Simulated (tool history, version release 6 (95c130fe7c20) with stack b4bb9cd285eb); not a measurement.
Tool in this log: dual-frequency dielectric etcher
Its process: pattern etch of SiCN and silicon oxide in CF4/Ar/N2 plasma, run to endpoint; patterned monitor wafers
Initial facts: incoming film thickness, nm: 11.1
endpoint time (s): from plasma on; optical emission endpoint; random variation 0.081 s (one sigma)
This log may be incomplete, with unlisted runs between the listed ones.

run,hour,source power (W),bias power (W),Ar flow (sccm),CF4 flow (sccm),endpoint time (s)
1,0.0,410,66,116,77,15.238
2,1.6,390,65,116,77,16.176
3,3.0,390,58,116,77,16.818
4,10.0,380,58,116,77,17.254
5,12.7,380,58,116,69,17.473
6,21.5,370,58,116,69,18.115

The next listed run, before its measurement:
7,25.6,360,58,116,69,?

endpoint time (s): 18.718

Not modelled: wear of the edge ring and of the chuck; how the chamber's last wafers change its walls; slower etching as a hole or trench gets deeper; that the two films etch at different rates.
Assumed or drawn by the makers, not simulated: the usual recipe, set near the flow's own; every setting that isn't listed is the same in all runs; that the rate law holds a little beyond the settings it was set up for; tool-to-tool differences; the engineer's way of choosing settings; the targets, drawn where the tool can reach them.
